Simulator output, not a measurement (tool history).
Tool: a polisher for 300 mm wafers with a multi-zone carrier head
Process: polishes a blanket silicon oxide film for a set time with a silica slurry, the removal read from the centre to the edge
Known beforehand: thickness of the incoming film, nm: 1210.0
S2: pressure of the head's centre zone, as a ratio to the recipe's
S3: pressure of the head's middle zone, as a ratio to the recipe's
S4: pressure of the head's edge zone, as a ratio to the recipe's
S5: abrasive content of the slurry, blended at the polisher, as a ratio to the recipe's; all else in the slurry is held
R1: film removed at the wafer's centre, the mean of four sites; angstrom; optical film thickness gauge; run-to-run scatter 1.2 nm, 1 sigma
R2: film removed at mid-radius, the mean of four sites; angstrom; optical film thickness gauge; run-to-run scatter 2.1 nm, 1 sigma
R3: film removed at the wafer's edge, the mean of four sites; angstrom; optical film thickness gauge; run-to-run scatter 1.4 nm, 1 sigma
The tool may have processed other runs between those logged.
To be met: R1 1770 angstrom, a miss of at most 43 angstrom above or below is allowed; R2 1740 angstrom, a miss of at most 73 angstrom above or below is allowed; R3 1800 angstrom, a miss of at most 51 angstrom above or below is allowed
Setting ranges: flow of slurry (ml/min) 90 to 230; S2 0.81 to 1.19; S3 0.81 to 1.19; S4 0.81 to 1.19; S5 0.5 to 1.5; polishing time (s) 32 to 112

{"run": 1, "hour": 0.0, "flow of slurry (ml/min)": 150, "S2": 1, "S3": 1, "S4": 1, "S5": 1, "polishing time (s)": 72, "R1": 2397, "R2": 2460, "R3": 2287}
{"run": 2, "hour": 2.5, "flow of slurry (ml/min)": 145, "S2": 0.99, "S3": 0.98, "S4": 0.99, "S5": 0.95, "polishing time (s)": 72, "R1": 2271, "R2": 2271.2, "R3": 2184}
{"run": 3, "hour": 11.3, "flow of slurry (ml/min)": 145, "S2": 0.99, "S3": 0.98, "S4": 1.03, "S5": 0.95, "polishing time (s)": 72, "R1": 2265.3, "R2": 2253.5, "R3": 2206.1}
{"run": 4, "hour": 12.9, "flow of slurry (ml/min)": 145, "S2": 0.99, "S3": 0.98, "S4": 1.03, "S5": 0.95, "polishing time (s)": 61, "R1": 1927.3, "R2": 1925.6, "R3": 1884.7}
{"run": 5, "hour": 19.3, "flow of slurry (ml/min)": 145, "S2": 0.94, "S3": 0.98, "S4": 1.03, "S5": 0.95, "polishing time (s)": 61, "R1": 1824.6, "R2": 1956.1, "R3": 1907.2}
{"run": 6, "hour": 21.4, "flow of slurry (ml/min)": 145, "S2": 0.94, "S3": 0.98, "S4": 1.03, "S5": 0.95, "polishing time (s)": 69, "R1": 2057.3, "R2": 2199.2, "R3": 2117.9}
{"run": 7, "hour": 22.0, "flow of slurry (ml/min)": 140, "S2": 0.94, "S3": 0.97, "S4": 1.01, "S5": 0.95, "polishing time (s)": 69, "R1": 2042.6, "R2": 2136, "R3": 2124.7}
{"run": 8, "hour": 31.0, "flow of slurry (ml/min)": 140, "S2": 0.94, "S3": 0.97, "S4": 1.01, "S5": 0.95, "polishing time (s)": 69, "R1": 2049.8, "R2": 2140.4, "R3": 2100.5}
{"run": 9, "hour": 39.9, "flow of slurry (ml/min)": 100, "S2": 0.89, "S3": 0.87, "S4": 0.91, "S5": 0.8, "polishing time (s)": 69, "R1": 1562.3, "R2": 1582.6, "R3": 1718.3}
{"run": 10, "hour": 44.8, "flow of slurry (ml/min)": 105, "S2": 0.89, "S3": 0.87, "S4": 0.91, "S5": 0.8, "polishing time (s)": 69, "R1": 1585.2, "R2": 1659.3, "R3": 1732.1}
{"hour": 50.5, "done": "edge zone pressure recalibrated"}
{"run": 11, "hour": 50.5, "flow of slurry (ml/min)": 110, "S2": 0.9, "S3": 0.87, "S4": 0.91, "S5": 0.8, "polishing time (s)": 69, "R1": 1644.7, "R2": 1619, "R3": 1846.8}

Next run, 5 choices. One meets every target within its allowed miss, the rest don't. Which?
{"run": "A", "hour": 56.2, "flow of slurry (ml/min)": 140, "S2": 0.9, "S3": 0.89, "S4": 0.96, "S5": 0.55, "polishing time (s)": 93, "R1": "?", "R2": "?", "R3": "?"}
{"run": "B", "hour": 56.2, "flow of slurry (ml/min)": 90, "S2": 0.85, "S3": 0.98, "S4": 0.94, "S5": 0.85, "polishing time (s)": 70, "R1": "?", "R2": "?", "R3": "?"}
{"run": "C", "hour": 56.2, "flow of slurry (ml/min)": 90, "S2": 1, "S3": 0.93, "S4": 0.89, "S5": 1.1, "polishing time (s)": 60, "R1": "?", "R2": "?", "R3": "?"}
{"run": "D", "hour": 56.2, "flow of slurry (ml/min)": 90, "S2": 0.81, "S3": 0.97, "S4": 0.94, "S5": 0.85, "polishing time (s)": 70, "R1": "?", "R2": "?", "R3": "?"}
{"run": "E", "hour": 56.2, "flow of slurry (ml/min)": 145, "S2": 0.81, "S3": 0.81, "S4": 0.88, "S5": 0.85, "polishing time (s)": 66, "R1": "?", "R2": "?", "R3": "?"}

move=A R1=1742.6 R2=1781.7 R3=1962.9
move=B R1=1506.9 R2=1804.2 R3=1891.9
move=C R1=1764.6 R2=1715.8 R3=1838.1
move=D R1=1435.3 R2=1789.1 R3=1892.1
move=E R1=1586.2 R2=1669.6 R3=1909.8
A: gets the furthest-off result to its target, but another result is out of tolerance
B: misses by more than the last run did
C: all results land within tolerance of their targets
D: misses by more than the last run did
E: misses by more than the last run did
The right move is C.
